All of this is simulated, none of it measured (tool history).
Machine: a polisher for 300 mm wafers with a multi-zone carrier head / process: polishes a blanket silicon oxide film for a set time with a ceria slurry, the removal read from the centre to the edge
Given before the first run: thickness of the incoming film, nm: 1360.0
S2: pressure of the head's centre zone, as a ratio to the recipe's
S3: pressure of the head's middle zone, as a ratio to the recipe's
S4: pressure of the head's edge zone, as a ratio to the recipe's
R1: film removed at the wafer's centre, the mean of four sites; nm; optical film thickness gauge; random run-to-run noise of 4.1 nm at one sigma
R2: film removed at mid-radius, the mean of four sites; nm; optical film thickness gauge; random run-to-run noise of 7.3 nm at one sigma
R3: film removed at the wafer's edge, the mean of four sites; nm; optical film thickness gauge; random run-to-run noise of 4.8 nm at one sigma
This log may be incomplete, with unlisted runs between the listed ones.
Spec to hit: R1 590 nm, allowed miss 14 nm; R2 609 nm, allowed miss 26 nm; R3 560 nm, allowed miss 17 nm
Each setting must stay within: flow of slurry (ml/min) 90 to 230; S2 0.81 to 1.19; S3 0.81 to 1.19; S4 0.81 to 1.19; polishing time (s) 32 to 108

Run 1, day 0: flow of slurry (ml/min) 150, S2 1, S3 1, S4 1, polishing time (s) 70. Result: R1 463.36 nm, R2 464.91 nm, R3 471.19 nm.
Run 2, day 0.333: flow of slurry (ml/min) 165, S2 1.03, S3 1.04, S4 1.03, polishing time (s) 71. Result: R1 501.52 nm, R2 500.71 nm, R3 490.95 nm.
Run 3, day 0.471: flow of slurry (ml/min) 175, S2 1.04, S3 1.07, S4 1.06, polishing time (s) 72. Result: R1 512.76 nm, R2 518.1 nm, R3 502.55 nm.
Run 4, day 0.788: flow of slurry (ml/min) 175, S2 1.04, S3 1.07, S4 1.06, polishing time (s) 62. Result: R1 440.66 nm, R2 447.96 nm, R3 434.17 nm.
Run 5, day 1.058: flow of slurry (ml/min) 175, S2 1.04, S3 1.07, S4 1.06, polishing time (s) 46. Result: R1 326.7 nm, R2 328.54 nm, R3 317.87 nm.
Run 6, day 1.325: flow of slurry (ml/min) 190, S2 1.04, S3 1.07, S4 1.06, polishing time (s) 46. Result: R1 333.73 nm, R2 339.41 nm, R3 323 nm.
Run 7, day 1.388: flow of slurry (ml/min) 195, S2 1.05, S3 1.09, S4 1.08, polishing time (s) 53. Result: R1 389.54 nm, R2 399.99 nm, R3 386.17 nm.
At day 1.45: worn pad replaced by a new one.
Run 8, day 1.45: flow of slurry (ml/min) 205, S2 1.07, S3 1.12, S4 1.09, polishing time (s) 57. Result: R1 470.67 nm, R2 484.36 nm, R3 448.78 nm.
Run 9, day 1.475: flow of slurry (ml/min) 210, S2 1.08, S3 1.14, S4 1.12, polishing time (s) 58. Result: R1 480.8 nm, R2 496.49 nm, R3 464.78 nm.

Consider the 5 candidate settings below. Which is the only one whose results all fall within their allowed miss of target?
Run A, day 1.5: flow of slurry (ml/min) 230, S2 1.11, S3 1.19, S4 1.02, polishing time (s) 68. Result: R1 ?, R2 ?, R3 ?.
Run B, day 1.5: flow of slurry (ml/min) 215, S2 1, S3 1.14, S4 1.05, polishing time (s) 71. Result: R1 ?, R2 ?, R3 ?.
Run C, day 1.5: flow of slurry (ml/min) 210, S2 1.04, S3 1.19, S4 1.04, polishing time (s) 68. Result: R1 ?, R2 ?, R3 ?.
Run D, day 1.5: flow of slurry (ml/min) 175, S2 0.86, S3 1.12, S4 1.19, polishing time (s) 52. Result: R1 ?, R2 ?, R3 ?.
Run E, day 1.5: flow of slurry (ml/min) 230, S2 1.05, S3 1.13, S4 1.02, polishing time (s) 72. Result: R1 ?, R2 ?, R3 ?.

move      R1      R2      R3
   A  584.41  601.18  526.68
   B  547.11  604.22  554.41
   C  542.56  595.13  527.28
   D  337.15  426.24  423.17
   E   586.4  613.45  558.03
A: the furthest-off result lands on target, but another misses its tolerance
B: gains on the last run, yet a result remains outside its allowed miss
C: gains on the last run, yet a result remains outside its allowed miss
D: misses by more than the last run did
E: meets every target
E meets every target.

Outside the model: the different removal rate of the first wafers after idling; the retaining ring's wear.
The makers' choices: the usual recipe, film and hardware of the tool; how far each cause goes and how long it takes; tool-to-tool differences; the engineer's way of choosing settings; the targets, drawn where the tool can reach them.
